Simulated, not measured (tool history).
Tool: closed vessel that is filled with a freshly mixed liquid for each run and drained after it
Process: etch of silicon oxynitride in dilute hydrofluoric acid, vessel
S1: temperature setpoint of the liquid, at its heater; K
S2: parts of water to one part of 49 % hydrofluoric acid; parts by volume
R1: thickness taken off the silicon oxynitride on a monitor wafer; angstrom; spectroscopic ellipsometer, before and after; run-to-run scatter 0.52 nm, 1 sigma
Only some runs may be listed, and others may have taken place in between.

Run 1, day 0: S1 295.15 K, S2 50 parts by volume, time in the liquid (s) 1935. Result: R1 642.15 angstrom.
Run 2, day 0.096: S1 295.15 K, S2 65 parts by volume, time in the liquid (s) 1935. Result: R1 485.99 angstrom.
Run 3, day 0.233: S1 297.65 K, S2 60 parts by volume, time in the liquid (s) 1935. Result: R1 596.46 angstrom.
Run 4, day 0.504: S1 295.65 K, S2 60 parts by volume, time in the liquid (s) 1935. Result: R1 545.01 angstrom.
Run 5, day 0.783: S1 297.65 K, S2 55 parts by volume, time in the liquid (s) 1935. Result: R1 650.12 angstrom.
Run 6, day 0.892: S1 297.65 K, S2 55 parts by volume, time in the liquid (s) 2060. Result: R1 698.88 angstrom.

The next listed run, before its measurement:
Run 7, day 1.2: S1 301.65 K, S2 50 parts by volume, time in the liquid (s) 2060. Result: R1 ?.

R1: 926.76 angstrom
